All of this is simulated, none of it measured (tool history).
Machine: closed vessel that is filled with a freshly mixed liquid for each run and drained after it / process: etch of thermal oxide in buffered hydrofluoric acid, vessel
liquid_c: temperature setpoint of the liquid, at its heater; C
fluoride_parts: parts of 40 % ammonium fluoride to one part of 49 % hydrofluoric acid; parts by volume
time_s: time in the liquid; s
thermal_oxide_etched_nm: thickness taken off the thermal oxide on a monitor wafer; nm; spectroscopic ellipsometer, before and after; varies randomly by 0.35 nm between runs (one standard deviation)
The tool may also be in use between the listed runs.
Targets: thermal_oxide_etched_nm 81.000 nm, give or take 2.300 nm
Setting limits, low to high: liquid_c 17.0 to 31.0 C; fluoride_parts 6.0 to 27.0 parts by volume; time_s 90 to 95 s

run	hour	liquid_c	fluoride_parts	time_s	thermal_oxide_etched_nm
1	0.0	23.0	16.5	90	63.817
2	7.8	21.5	16.5	90	58.359
3	11.5	21.5	19.5	90	49.471
4	13.3	21.5	19.5	95	52.485
5	15.0	23.5	19.5	95	58.460
6	16.2	25.0	19.5	95	63.657
7	21.5	26.0	19.5	95	67.612
8	23.6	27.0	19.5	95	70.635
9	31.3	27.5	19.5	95	72.587
10	34.6	28.0	19.5	95	74.650
11	37.8	28.5	19.5	95	77.226

Next run, 5 choices. One meets every target within its allowed miss, the rest don't. Which?
A	41.0	31.0	19.5	95	?
B	41.0	29.0	20.5	90	?
C	41.0	28.0	17.0	90	?
D	41.0	29.0	22.5	95	?
E	41.0	29.5	18.5	95	?

move	thermal_oxide_etched_nm
A	87.445
B	71.496
C	80.897
D	70.810
E	85.094
A: the result that was furthest off in the last run now lies on the other side of its target
B: further off than the last run
C: every result lands within tolerance
D: further off than the last run
E: the result that was furthest off in the last run now lies on the other side of its target
Answer: C
